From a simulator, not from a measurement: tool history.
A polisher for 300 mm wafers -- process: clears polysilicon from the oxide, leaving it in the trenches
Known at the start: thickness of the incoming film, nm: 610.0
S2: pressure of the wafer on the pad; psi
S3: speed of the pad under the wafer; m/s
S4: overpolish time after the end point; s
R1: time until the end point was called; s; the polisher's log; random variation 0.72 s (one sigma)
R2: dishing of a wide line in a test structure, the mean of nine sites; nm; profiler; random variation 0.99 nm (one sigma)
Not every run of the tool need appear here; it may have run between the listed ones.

{"run": 1, "day": 0.0, "flow of slurry (ml/min)": 280, "S2": 2.9, "S3": 1.18, "S4": 26, "R1": 44.432, "R2": 60.509}
{"run": 2, "day": 0.158, "flow of slurry (ml/min)": 315, "S2": 2.9, "S3": 1.18, "S4": 26, "R1": 43.975, "R2": 59.939}
{"run": 3, "day": 0.3, "flow of slurry (ml/min)": 350, "S2": 2.7, "S3": 1.18, "S4": 21, "R1": 45.857, "R2": 60.193}
{"run": 4, "day": 0.554, "flow of slurry (ml/min)": 350, "S2": 2.7, "S3": 1.18, "S4": 32, "R1": 46.51, "R2": 61.433}
{"run": 5, "day": 0.704, "flow of slurry (ml/min)": 305, "S2": 2.7, "S3": 1.16, "S4": 25, "R1": 47.177, "R2": 62.381}
{"run": 6, "day": 0.975, "flow of slurry (ml/min)": 345, "S2": 3, "S3": 1, "S4": 20, "R1": 48.48, "R2": 60.462}
{"run": 7, "day": 1.042, "flow of slurry (ml/min)": 370, "S2": 3, "S3": 0.96, "S4": 17, "R1": 50.225, "R2": 60.583}

For run 8, what comes out?
{"run": 8, "day": 1.404, "flow of slurry (ml/min)": 390, "S2": 3, "S3": 0.96, "S4": 14, "R1": "?", "R2": "?"}

{"run 8": {"R1": 50.701, "R2": 57.157}}
